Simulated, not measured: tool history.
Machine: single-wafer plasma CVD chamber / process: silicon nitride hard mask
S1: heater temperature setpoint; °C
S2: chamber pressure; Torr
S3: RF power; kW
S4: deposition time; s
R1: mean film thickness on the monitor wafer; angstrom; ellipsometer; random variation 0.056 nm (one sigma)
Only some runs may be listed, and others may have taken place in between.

Run 1, day 0.000: S1 420 °C, S2 1.97 Torr, S3 0.375 kW, S4 23.0 s. Result: R1 306.89 angstrom.
Run 2, day 0.154: S1 425 °C, S2 1.97 Torr, S3 0.375 kW, S4 23.0 s. Result: R1 305.41 angstrom.
Run 3, day 0.258: S1 425 °C, S2 1.97 Torr, S3 0.375 kW, S4 23.0 s. Result: R1 304.58 angstrom.
Run 4, day 0.371: S1 425 °C, S2 1.97 Torr, S3 0.400 kW, S4 23.0 s. Result: R1 322.98 angstrom.
Run 5, day 0.688: S1 425 °C, S2 2.30 Torr, S3 0.400 kW, S4 23.0 s. Result: R1 333.37 angstrom.
Run 6, day 1.012: S1 425 °C, S2 2.10 Torr, S3 0.400 kW, S4 23.0 s. Result: R1 327.85 angstrom.
Run 7, day 1.221: S1 425 °C, S2 2.00 Torr, S3 0.355 kW, S4 22.7 s. Result: R1 286.61 angstrom.
Run 8, day 1.500: S1 425 °C, S2 1.93 Torr, S3 0.330 kW, S4 22.5 s. Result: R1 260.56 angstrom.
Run 9, day 1.629: S1 425 °C, S2 1.84 Torr, S3 0.315 kW, S4 22.4 s. Result: R1 244.97 angstrom.
Run 10, day 1.729: S1 425 °C, S2 1.74 Torr, S3 0.310 kW, S4 22.4 s. Result: R1 237.16 angstrom.

For run 11, what comes out?
Run 11, day 1.979: S1 425 °C, S2 1.67 Torr, S3 0.310 kW, S4 22.4 s. Result: R1 ?.

Run 11 came out at R1 233.88 angstrom.
